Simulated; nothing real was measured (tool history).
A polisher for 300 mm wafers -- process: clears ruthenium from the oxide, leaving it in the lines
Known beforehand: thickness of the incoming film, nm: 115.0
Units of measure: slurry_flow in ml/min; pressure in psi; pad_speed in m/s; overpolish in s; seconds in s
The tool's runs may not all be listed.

run  hour  slurry_flow  pressure  pad_speed  overpolish  seconds
  1     0          145       2.4       0.96          24   76.293
  2   8.8          145       2.6       0.98          24   70.715
  3  12.5          145       2.6       0.98          25   70.271
  4    14          145       2.7          1          25    64.97
  5  22.5          145       2.3          1          25   75.735
  6  30.6          145       1.7          1          25   100.18
  7  37.6          165       2.3       1.04          25   72.782

Expected results for the next run?
  8    40          180       2.9       1.08          25        ?

{"run 8": {"seconds": 54.505}}
